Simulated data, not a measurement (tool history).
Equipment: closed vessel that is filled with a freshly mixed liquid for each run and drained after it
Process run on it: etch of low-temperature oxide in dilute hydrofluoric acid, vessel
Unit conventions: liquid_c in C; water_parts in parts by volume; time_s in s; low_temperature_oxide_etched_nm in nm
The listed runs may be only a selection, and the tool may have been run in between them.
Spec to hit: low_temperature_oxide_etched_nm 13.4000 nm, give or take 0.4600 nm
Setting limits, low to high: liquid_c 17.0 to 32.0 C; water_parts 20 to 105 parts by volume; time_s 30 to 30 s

run  hour  liquid_c  water_parts  time_s  low_temperature_oxide_etched_nm
  1   0.0      24.0           55      30                           8.6797
  2   5.0      20.5           55      30                           7.5278
  3  12.8      23.5           55      30                           8.6660
  4  16.8      23.5           55      30                           8.5706
  5  20.1      25.0           55      30                           9.0707
  6  26.3      28.5           55      30                          10.4600
  7  34.6      29.0           55      30                          10.7710
  8  40.9      29.5           55      30                          10.8850
  9  48.5      30.0           55      30                          11.2720
 10  55.8      30.5           55      30                          11.3740
 11  57.7      31.0           55      30                          11.6190

Below are 4 possible settings for the next run. Only one of them brings all results inside the allowed miss of their targets. Which is it?
  A  59.6      29.0           45      30                                ?
  B  59.6      31.0           45      30                                ?
  C  59.6      31.5           45      30                                ?
  D  59.6      32.0           45      30                                ?

move  low_temperature_oxide_etched_nm
   A                          13.3330
   B                          14.4270
   C                          14.7110
   D                          15.0000
A: all results in spec
B: the result that was furthest off in the last run now lies on the other side of its target
C: the result that was furthest off in the last run now lies on the other side of its target
D: the result that was furthest off in the last run now lies on the other side of its target
Move A is the one to make.
